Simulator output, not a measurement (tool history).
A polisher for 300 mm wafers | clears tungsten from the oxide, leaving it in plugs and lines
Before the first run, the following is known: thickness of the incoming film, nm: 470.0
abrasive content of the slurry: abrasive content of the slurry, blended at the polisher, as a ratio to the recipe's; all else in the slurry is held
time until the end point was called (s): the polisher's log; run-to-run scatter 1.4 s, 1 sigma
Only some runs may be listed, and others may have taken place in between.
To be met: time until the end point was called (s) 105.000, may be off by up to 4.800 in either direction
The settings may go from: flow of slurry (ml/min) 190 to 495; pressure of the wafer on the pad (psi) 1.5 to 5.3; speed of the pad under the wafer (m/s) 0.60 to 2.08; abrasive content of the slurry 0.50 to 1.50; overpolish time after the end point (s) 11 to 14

| run | hour | flow of slurry (ml/min) | pressure of the wafer on the pad (psi) | speed of the pad under the wafer (m/s) | abrasive content of the slurry | overpolish time after the end point (s) | time until the end point was called (s) |
|---|---|---|---|---|---|---|---|
| 1 | 0.0 | 320 | 3.4 | 1.34 | 1.00 | 14 | 83.563 |
| 2 | 1.2 | 320 | 3.4 | 1.66 | 1.00 | 14 | 68.927 |
| 3 | 7.4 | 320 | 2.9 | 1.66 | 1.00 | 14 | 78.048 |
| 4 | 13.3 | 320 | 2.8 | 1.66 | 1.00 | 14 | 82.067 |
| 5 | 15.6 | 320 | 2.7 | 1.66 | 1.00 | 14 | 84.755 |
| 6 | 19.2 | 290 | 2.7 | 1.66 | 1.00 | 14 | 85.653 |
| 7 | 23.2 | 290 | 2.6 | 1.66 | 1.00 | 14 | 88.327 |
| 8 | 29.0 | 290 | 2.5 | 1.66 | 1.00 | 14 | 91.547 |
| 9 | 31.8 | 285 | 2.3 | 1.66 | 1.00 | 14 | 98.587 |

Of the 5 settings listed for the next run, only one would bring every result within its allowed miss of target. Which one?
| A | 34.6 | 260 | 2.8 | 1.62 | 0.95 | 11 | ? |
| B | 34.6 | 280 | 2.6 | 1.60 | 1.00 | 11 | ? |
| C | 34.6 | 310 | 2.1 | 1.48 | 1.05 | 13 | ? |
| D | 34.6 | 255 | 1.9 | 1.92 | 1.00 | 11 | ? |
| E | 34.6 | 280 | 2.4 | 1.72 | 1.00 | 11 | ? |

| move | time until the end point was called (s) |
|---|---|
| A | 84.663 |
| B | 90.544 |
| C | 117.730 |
| D | 103.040 |
| E | 91.112 |
A: lands further from the targets than the last run did
B: lands further from the targets than the last run did
C: the result that was furthest off in the last run now lies on the other side of its target
D: meets every target
E: lands further from the targets than the last run did
Move D is the one to make.

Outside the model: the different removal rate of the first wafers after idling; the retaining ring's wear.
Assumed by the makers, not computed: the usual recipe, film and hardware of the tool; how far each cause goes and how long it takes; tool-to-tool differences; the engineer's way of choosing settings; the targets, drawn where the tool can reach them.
